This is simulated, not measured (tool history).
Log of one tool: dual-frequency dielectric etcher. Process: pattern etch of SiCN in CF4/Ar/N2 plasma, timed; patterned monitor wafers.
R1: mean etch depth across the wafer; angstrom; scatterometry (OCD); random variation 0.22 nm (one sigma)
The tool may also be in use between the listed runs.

{"run": 1, "hour": 0.0, "source power (kW)": 0.58, "bias power (kW)": 0.083, "Ar flow (sccm)": 84, "CF4 flow (sccm)": 65, "etch time (s)": 42.5, "R1": 460.35}
{"run": 2, "hour": 4.8, "source power (kW)": 0.58, "bias power (kW)": 0.083, "Ar flow (sccm)": 84, "CF4 flow (sccm)": 73, "etch time (s)": 42.5, "R1": 464.05}
{"run": 3, "hour": 12.9, "source power (kW)": 0.58, "bias power (kW)": 0.083, "Ar flow (sccm)": 84, "CF4 flow (sccm)": 73, "etch time (s)": 42.5, "R1": 458.9}
{"run": 4, "hour": 17.3, "source power (kW)": 0.58, "bias power (kW)": 0.077, "Ar flow (sccm)": 84, "CF4 flow (sccm)": 73, "etch time (s)": 42.5, "R1": 453.81}
{"run": 5, "hour": 19.9, "source power (kW)": 0.58, "bias power (kW)": 0.077, "Ar flow (sccm)": 84, "CF4 flow (sccm)": 68, "etch time (s)": 42.5, "R1": 452.85}
{"run": 6, "hour": 26.9, "source power (kW)": 0.58, "bias power (kW)": 0.077, "Ar flow (sccm)": 84, "CF4 flow (sccm)": 60, "etch time (s)": 42.5, "R1": 444.31}
{"run": 7, "hour": 32.9, "source power (kW)": 0.56, "bias power (kW)": 0.077, "Ar flow (sccm)": 84, "CF4 flow (sccm)": 60, "etch time (s)": 42.5, "R1": 435.66}
{"run": 8, "hour": 35.1, "source power (kW)": 0.54, "bias power (kW)": 0.077, "Ar flow (sccm)": 84, "CF4 flow (sccm)": 60, "etch time (s)": 42.5, "R1": 425.89}
{"run": 9, "hour": 41.4, "source power (kW)": 0.52, "bias power (kW)": 0.077, "Ar flow (sccm)": 84, "CF4 flow (sccm)": 60, "etch time (s)": 42.5, "R1": 412.37}

The next listed run, before its measurement:
{"run": 10, "hour": 43.9, "source power (kW)": 0.51, "bias power (kW)": 0.077, "Ar flow (sccm)": 84, "CF4 flow (sccm)": 60, "etch time (s)": 42.5, "R1": "?"}

Run 10 gave R1 403.64 angstrom.

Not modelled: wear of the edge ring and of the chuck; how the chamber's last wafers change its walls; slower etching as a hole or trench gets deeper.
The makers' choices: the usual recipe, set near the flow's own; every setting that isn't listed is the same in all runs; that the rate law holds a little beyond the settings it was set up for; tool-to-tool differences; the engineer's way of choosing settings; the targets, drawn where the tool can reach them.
